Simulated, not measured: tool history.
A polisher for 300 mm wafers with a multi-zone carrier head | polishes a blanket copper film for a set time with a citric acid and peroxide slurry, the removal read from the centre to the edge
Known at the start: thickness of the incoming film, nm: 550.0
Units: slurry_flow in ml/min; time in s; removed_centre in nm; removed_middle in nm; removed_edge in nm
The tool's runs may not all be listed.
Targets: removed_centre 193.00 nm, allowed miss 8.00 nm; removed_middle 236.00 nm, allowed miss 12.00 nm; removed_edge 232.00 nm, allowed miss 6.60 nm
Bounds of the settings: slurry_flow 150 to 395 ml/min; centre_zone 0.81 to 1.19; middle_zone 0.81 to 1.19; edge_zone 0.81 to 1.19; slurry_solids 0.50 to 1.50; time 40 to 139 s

run	hour	slurry_flow	centre_zone	middle_zone	edge_zone	slurry_solids	time	removed_centre	removed_middle	removed_edge
1	0.0	250	1.00	1.00	1.00	1.00	89	152.45	150.56	151.66
2	1.6	250	1.00	1.00	0.92	1.00	89	151.72	148.95	145.70
3	2.9	220	1.00	1.00	0.92	1.00	89	150.14	144.39	145.55
4	4.7	220	1.00	1.00	0.92	1.00	73	123.78	119.35	119.57
5	11.8	195	1.00	1.00	0.92	1.00	73	121.76	120.34	115.70
6	13.4	195	1.00	1.03	0.92	1.00	73	121.07	120.20	117.46
7	21.1	210	0.99	1.05	0.95	1.10	78	137.14	137.60	132.64
8	28.1	210	0.99	1.05	0.95	1.10	78	134.47	136.12	129.92
9	32.6	220	0.96	1.05	0.98	1.15	83	139.31	146.32	144.43
10	34.7	230	0.95	1.07	1.00	1.20	86	147.96	153.76	154.60

5 next moves are on the table. One of them brings every result within its allowed miss. Which?
A	36.8	165	0.97	1.03	0.95	1.20	66	?	?	?
B	36.8	215	0.85	0.99	1.06	1.25	106	?	?	?
C	36.8	235	0.93	1.02	0.98	1.15	68	?	?	?
D	36.8	270	0.81	1.04	0.95	1.15	132	?	?	?
E	36.8	295	1.03	0.95	1.11	1.40	109	?	?	?

move	removed_centre	removed_middle	removed_edge
A	110.98	112.65	113.36
B	162.45	183.35	198.00
C	112.61	118.07	120.23
D	192.77	234.99	232.03
E	215.51	194.65	219.42
A: further off than the last run
B: nearer than the last run, and not there yet
C: further off than the last run
D: meets every target
E: nearer than the last run, and not there yet
The right move is D.
